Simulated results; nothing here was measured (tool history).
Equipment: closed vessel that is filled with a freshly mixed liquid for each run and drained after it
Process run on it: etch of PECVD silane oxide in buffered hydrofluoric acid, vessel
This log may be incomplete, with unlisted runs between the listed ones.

run	day	temperature setpoint of the liquid (K)	parts of 40 % ammonium fluoride to one part of 49 % hydrofluoric acid (parts by volume)	time in the liquid (s)	thickness taken off the PECVD silane oxide on a monitor wafer (Å)
1	0	295.15	16	95	2743.1
2	0.038	294.65	16	95	2650.1
3	0.183	294.15	16	95	2603.2
4	0.388	293.65	16	95	2521.6
5	0.542	293.65	13.5	95	2956.4
6	0.608	293.65	13.5	95	2987.5
7	0.958	293.15	14	95	2758.5

Run 8 is up next; what results do you expect?
8	1.275	292.65	14.5	95	?

Run 8 came out at thickness taken off the PECVD silane oxide on a monitor wafer (Å) 2620.

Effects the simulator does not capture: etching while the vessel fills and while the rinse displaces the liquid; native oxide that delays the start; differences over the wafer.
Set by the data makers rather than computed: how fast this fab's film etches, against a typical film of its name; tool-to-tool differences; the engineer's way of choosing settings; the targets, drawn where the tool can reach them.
